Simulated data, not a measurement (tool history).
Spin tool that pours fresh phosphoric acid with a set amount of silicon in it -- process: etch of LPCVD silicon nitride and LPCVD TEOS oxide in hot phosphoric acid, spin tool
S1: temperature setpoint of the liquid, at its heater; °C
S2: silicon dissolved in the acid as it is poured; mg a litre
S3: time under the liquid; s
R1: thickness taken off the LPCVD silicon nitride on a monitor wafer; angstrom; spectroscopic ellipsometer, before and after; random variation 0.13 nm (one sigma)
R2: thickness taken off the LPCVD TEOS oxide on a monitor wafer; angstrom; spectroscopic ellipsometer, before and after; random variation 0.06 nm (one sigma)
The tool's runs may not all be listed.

Run 1, hour 0.0: S1 162.0 °C, S2 22.5 mg a litre, S3 125 s. Result: R1 107.390 angstrom, R2 2.8814 angstrom.
Run 2, hour 0.5: S1 162.0 °C, S2 22.5 mg a litre, S3 90 s. Result: R1 76.002 angstrom, R2 2.4031 angstrom.
Run 3, hour 5.8: S1 162.5 °C, S2 22.0 mg a litre, S3 95 s. Result: R1 82.176 angstrom, R2 2.4043 angstrom.
Run 4, hour 11.5: S1 163.0 °C, S2 20.5 mg a litre, S3 100 s. Result: R1 86.792 angstrom, R2 2.5069 angstrom.
Run 5, hour 20.2: S1 163.0 °C, S2 15.5 mg a litre, S3 100 s. Result: R1 88.547 angstrom, R2 3.1992 angstrom.
Run 6, hour 23.3: S1 163.0 °C, S2 6.5 mg a litre, S3 100 s. Result: R1 87.974 angstrom, R2 4.1371 angstrom.
Run 7, hour 25.5: S1 163.5 °C, S2 7.0 mg a litre, S3 105 s. Result: R1 92.479 angstrom, R2 4.3453 angstrom.
Run 8, hour 27.7: S1 163.5 °C, S2 7.5 mg a litre, S3 110 s. Result: R1 97.837 angstrom, R2 3.8956 angstrom.
Run 9, hour 35.0: S1 166.0 °C, S2 11.0 mg a litre, S3 160 s. Result: R1 154.720 angstrom, R2 7.3627 angstrom.
Run 10, hour 40.6: S1 166.0 °C, S2 12.0 mg a litre, S3 160 s. Result: R1 155.280 angstrom, R2 7.7812 angstrom.
Run 11, hour 44.6: S1 166.0 °C, S2 13.0 mg a litre, S3 160 s. Result: R1 152.720 angstrom, R2 5.8172 angstrom.

Run 12 is up next; what results do you expect?
Run 12, hour 50.9: S1 166.0 °C, S2 14.0 mg a litre, S3 160 s. Result: R1 ?, R2 ?.

Run 12 measured R1 157.160 angstrom, R2 6.0605 angstrom.
